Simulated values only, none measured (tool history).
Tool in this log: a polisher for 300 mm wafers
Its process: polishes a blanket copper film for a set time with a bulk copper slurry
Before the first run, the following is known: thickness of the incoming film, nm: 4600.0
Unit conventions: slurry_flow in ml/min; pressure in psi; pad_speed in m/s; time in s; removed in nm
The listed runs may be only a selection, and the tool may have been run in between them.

run    day  slurry_flow  pressure  pad_speed  slurry_solids  time  removed
  1  0.000          190       2.7       0.90            1.0    49   328.73
  2  0.346          190       2.5       0.90            1.0    49   306.28
  3  0.579          190       2.1       0.90            1.0    49   253.50
  4  0.862          190       2.5       0.90            1.0    49   303.60
  5  1.217          190       2.5       0.90            1.0    49   305.04
  6  1.483          190       2.8       0.90            1.0    49   341.43
  7  1.712          185       2.1       0.86            1.0    49   251.09
  8  1.988          185       1.9       0.86            1.0    49   224.60
  9  2.038          185       1.9       0.86            1.0    49   227.08
 10  2.154          185       1.8       0.86            1.0    49   213.76

Run 11 has not been measured yet. What should we expect?
 11  2.442          180       1.5       0.86            1.0    49        ?

removed: 179.60 nm
